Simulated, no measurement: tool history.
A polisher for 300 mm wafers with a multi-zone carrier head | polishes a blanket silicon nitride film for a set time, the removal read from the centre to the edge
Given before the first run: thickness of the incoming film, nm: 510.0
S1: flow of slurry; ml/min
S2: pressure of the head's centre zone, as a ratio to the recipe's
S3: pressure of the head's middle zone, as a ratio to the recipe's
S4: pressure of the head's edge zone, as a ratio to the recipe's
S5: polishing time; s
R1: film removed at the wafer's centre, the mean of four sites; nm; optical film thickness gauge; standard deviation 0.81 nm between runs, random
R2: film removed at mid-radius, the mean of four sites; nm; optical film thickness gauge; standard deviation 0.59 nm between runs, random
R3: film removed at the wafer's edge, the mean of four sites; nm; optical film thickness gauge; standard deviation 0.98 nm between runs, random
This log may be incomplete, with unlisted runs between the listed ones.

{"run": 1, "hour": 0.0, "S1": 290, "S2": 1.0, "S3": 1.0, "S4": 1.0, "S5": 36, "R1": 51.178, "R2": 50.492, "R3": 49.863}
{"run": 2, "hour": 2.2, "S1": 290, "S2": 1.0, "S3": 0.98, "S4": 1.02, "S5": 37, "R1": 52.85, "R2": 50.938, "R3": 51.286}
{"run": 3, "hour": 3.4, "S1": 290, "S2": 1.0, "S3": 0.98, "S4": 1.02, "S5": 40, "R1": 58.056, "R2": 55.143, "R3": 57.485}
{"run": 4, "hour": 5.1, "S1": 290, "S2": 0.99, "S3": 0.97, "S4": 1.04, "S5": 40, "R1": 58.185, "R2": 55.107, "R3": 57.373}
{"run": 5, "hour": 10.6, "S1": 290, "S2": 1.05, "S3": 0.97, "S4": 1.04, "S5": 40, "R1": 58.138, "R2": 54.076, "R3": 55.162}
{"run": 6, "hour": 14.5, "S1": 290, "S2": 1.03, "S3": 0.96, "S4": 1.05, "S5": 40, "R1": 58.68, "R2": 53.119, "R3": 56.204}
{"run": 7, "hour": 15.3, "S1": 290, "S2": 1.01, "S3": 0.95, "S4": 1.07, "S5": 40, "R1": 57.842, "R2": 52.937, "R3": 58.193}
{"run": 8, "hour": 22.1, "S1": 290, "S2": 1.0, "S3": 0.95, "S4": 1.08, "S5": 40, "R1": 57.089, "R2": 53.594, "R3": 58.524}
{"run": 9, "hour": 25.8, "S1": 290, "S2": 1.0, "S3": 0.94, "S4": 1.09, "S5": 40, "R1": 55.57, "R2": 54.167, "R3": 58.129}

For run 10, what comes out?
{"run": 10, "hour": 27.5, "S1": 285, "S2": 1.0, "S3": 0.92, "S4": 1.1, "S5": 41, "R1": "?", "R2": "?", "R3": "?"}

R1: 59.370 nm
R2: 53.390 nm
R3: 59.585 nm
